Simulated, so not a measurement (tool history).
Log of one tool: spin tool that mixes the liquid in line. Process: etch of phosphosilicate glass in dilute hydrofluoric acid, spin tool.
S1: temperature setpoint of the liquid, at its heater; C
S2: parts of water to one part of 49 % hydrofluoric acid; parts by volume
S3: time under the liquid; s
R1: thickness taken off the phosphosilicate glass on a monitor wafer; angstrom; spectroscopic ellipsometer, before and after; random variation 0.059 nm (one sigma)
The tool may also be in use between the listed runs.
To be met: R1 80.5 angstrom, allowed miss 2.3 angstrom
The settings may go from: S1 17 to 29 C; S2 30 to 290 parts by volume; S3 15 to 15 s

run	hour	S1	S2	S3	R1
1	0	21	160	15	90.801
2	5.3	21	160	15	90.598
3	13.8	21	130	15	115.85
4	20.8	21	130	15	114.57
5	25	21	170	15	84.156
6	29.4	21	170	15	84.381
7	32.2	21	170	15	84.333
8	35.1	20.5	170	15	83.338

Which of these 5 next moves meets every target?
A	38	18	145	15	?
B	38	19.5	155	15	?
C	38	19	155	15	?
D	38	17	145	15	?
E	38	19.5	170	15	?

move	R1
A	91.644
B	90.157
C	88.373
D	87.97
E	80.962
A: further off than the last run
B: further off than the last run
C: further off than the last run
D: further off than the last run
E: meets every target
Move E is the one to make.
